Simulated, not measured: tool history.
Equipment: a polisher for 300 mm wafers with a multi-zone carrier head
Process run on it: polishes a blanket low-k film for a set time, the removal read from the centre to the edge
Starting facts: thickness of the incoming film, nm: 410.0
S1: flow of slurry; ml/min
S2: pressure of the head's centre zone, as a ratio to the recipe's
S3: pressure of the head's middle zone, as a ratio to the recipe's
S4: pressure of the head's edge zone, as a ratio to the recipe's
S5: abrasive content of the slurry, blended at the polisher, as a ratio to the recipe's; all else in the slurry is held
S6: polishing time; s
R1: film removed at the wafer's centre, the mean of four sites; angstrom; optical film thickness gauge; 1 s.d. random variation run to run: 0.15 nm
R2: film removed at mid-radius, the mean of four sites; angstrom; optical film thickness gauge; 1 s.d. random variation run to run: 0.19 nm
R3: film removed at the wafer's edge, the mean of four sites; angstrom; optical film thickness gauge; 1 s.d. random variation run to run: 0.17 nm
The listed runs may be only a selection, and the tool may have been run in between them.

Run 1, day 0.000: S1 195 ml/min, S2 1.00, S3 1.00, S4 1.00, S5 1.00, S6 67 s. Result: R1 241.91 angstrom, R2 263.16 angstrom, R3 270.20 angstrom.
Run 2, day 0.233: S1 195 ml/min, S2 0.95, S3 1.00, S4 1.00, S5 1.00, S6 67 s. Result: R1 228.19 angstrom, R2 256.25 angstrom, R3 270.09 angstrom.
Run 3, day 0.592: S1 195 ml/min, S2 0.95, S3 1.00, S4 1.00, S5 1.00, S6 82 s. Result: R1 282.46 angstrom, R2 329.80 angstrom, R3 324.13 angstrom.
Run 4, day 0.667: S1 195 ml/min, S2 0.95, S3 1.00, S4 0.92, S5 1.00, S6 82 s. Result: R1 279.33 angstrom, R2 328.29 angstrom, R3 315.35 angstrom.
Run 5, day 0.704: S1 195 ml/min, S2 0.95, S3 1.00, S4 0.92, S5 0.90, S6 82 s. Result: R1 266.64 angstrom, R2 311.10 angstrom, R3 306.62 angstrom.
Run 6, day 0.904: S1 220 ml/min, S2 1.03, S3 1.00, S4 0.89, S5 0.80, S6 68 s. Result: R1 238.50 angstrom, R2 250.40 angstrom, R3 245.50 angstrom.
Run 7, day 1.171: S1 210 ml/min, S2 1.13, S3 0.90, S4 0.81, S5 0.55, S6 50 s. Result: R1 169.86 angstrom, R2 148.57 angstrom, R3 154.09 angstrom.

Run 8 has not been measured yet. What should we expect?
Run 8, day 1.488: S1 210 ml/min, S2 1.13, S3 0.89, S4 0.81, S5 0.55, S6 50 s. Result: R1 ?, R2 ?, R3 ?.

Logged for run 8: R1 170.65 angstrom, R2 147.16 angstrom, R3 153.48 angstrom.
